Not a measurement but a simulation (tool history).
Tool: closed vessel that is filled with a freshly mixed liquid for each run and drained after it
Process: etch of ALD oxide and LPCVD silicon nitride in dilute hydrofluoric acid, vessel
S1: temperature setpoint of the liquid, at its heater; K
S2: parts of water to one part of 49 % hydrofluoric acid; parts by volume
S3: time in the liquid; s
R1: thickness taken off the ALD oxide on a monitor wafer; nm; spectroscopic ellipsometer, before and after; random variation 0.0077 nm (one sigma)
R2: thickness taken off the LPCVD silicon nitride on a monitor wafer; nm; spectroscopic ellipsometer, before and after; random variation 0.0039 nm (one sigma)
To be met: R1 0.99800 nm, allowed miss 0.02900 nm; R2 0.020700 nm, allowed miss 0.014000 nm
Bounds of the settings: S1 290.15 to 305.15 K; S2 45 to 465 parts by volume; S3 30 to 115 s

run  hour      S1   S2  S3       R1        R2
  1   0.0  297.15  255  60  4.70900  0.080353
  2   1.7  297.15  255  50  3.92410  0.089188
  3   6.6  297.15  255  75  5.96950  0.101420
  4  14.9  295.15  315  65  3.68670  0.086664
  5  23.9  294.15  360  55  2.48340  0.053499
  6  27.3  294.15  330  55  2.75670  0.075087
  7  35.0  293.65  370  50  2.15950  0.042396
  8  43.8  291.65  465  30  0.89392  0.026353

5 next moves are on the table. One of them brings every result within its allowed miss. Which?
  A  52.6  292.15  460  30   ?   ?
  B  52.6  290.15  450  30   ?   ?
  C  52.6  297.65  465  30   ?   ?
  D  52.6  290.15  430  35   ?   ?
  E  52.6  290.15  460  35   ?   ?

move       R1        R2
   A  0.92295  0.013927
   B  0.88687  0.012559
   C  1.08940  0.019121
   D  1.09930  0.015292
   E  1.00460  0.014352
A: nearer than the last run, and not there yet
B: further off than the last run
C: takes the result that was furthest off past its target
D: takes the result that was furthest off past its target
E: meets every target
Move E is the one to make.
